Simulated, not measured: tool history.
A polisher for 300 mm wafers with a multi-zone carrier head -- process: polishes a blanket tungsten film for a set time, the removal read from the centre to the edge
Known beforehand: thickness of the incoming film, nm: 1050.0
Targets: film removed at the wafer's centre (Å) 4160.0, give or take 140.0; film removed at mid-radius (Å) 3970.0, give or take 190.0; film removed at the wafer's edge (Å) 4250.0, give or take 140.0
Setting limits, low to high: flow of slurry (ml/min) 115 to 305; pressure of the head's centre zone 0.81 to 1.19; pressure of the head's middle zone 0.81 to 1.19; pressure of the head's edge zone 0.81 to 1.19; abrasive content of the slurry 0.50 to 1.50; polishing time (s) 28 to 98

run  hour  flow of slurry (ml/min)  pressure of the head's centre zone  pressure of the head's middle zone  pressure of the head's edge zone  abrasive content of the slurry  polishing time (s)  film removed at the wafer's centre (Å)  film removed at mid-radius (Å)  film removed at the wafer's edge (Å)
  1   0.0                      195                                1.00                                1.00                              1.00                            1.00                  63                                  3260.5                          3149.7                                3146.4
  2   1.9                      200                                1.00                                1.00                              1.02                            1.10                  64                                  3364.1                          3274.7                                3386.3
  3   4.9                      200                                1.00                                1.00                              0.95                            1.10                  64                                  3349.4                          3267.5                                3268.2
  4   6.9                      205                                1.01                                1.01                              0.97                            1.15                  64                                  3465.2                          3363.8                                3343.3
  5  15.8                      225                                1.01                                1.01                              0.97                            1.15                  64                                  3414.1                          3339.3                                3378.0
  6  21.4                      225                                1.01                                1.01                              1.01                            1.15                  64                                  3529.6                          3373.4                                3368.6
  7  29.0                      220                                1.01                                1.01                              1.01                            1.20                  65                                  3538.5                          3409.6                                3527.6
  8  31.2                      220                                1.02                                1.02                              1.02                            1.25                  66                                  3774.7                          3579.7                                3611.3
  9  35.4                      250                                0.97                                0.99                              1.12                            1.45                  70                                  3965.0                          3822.4                                4108.6

Exactly one of the 5 candidate moves below puts every result within its allowed miss. Which one?
  A  39.6                      220                                0.96                                1.06                              1.14                            1.30                  69                                       ?                               ?                                     ?
  B  39.6                      285                                0.96                                1.05                              1.16                            1.50                  65                                       ?                               ?                                     ?
  C  39.6                      255                                0.99                                0.98                              1.09                            1.45                  72                                       ?                               ?                                     ?
  D  39.6                      240                                0.96                                0.96                              1.17                            1.45                  66                                       ?                               ?                                     ?
  E  39.6                      250                                1.02                                0.88                              1.18                            1.40                  71                                       ?                               ?                                     ?

move  film removed at the wafer's centre (Å)  film removed at mid-radius (Å)  film removed at the wafer's edge (Å)
   A                                  3666.3                          3875.9                                3957.5
   B                                  3679.0                          3848.3                                3970.0
   C                                  4111.3                          3946.5                                4210.5
   D                                  3637.7                          3535.8                                3970.0
   E                                  4121.4                          3518.2                                4265.7
A: lands further from the targets than the last run did
B: lands further from the targets than the last run did
C: every result within its allowed miss
D: lands further from the targets than the last run did
E: puts the biggest miss on target and leaves a different result outside tolerance
Move C is the one to make.
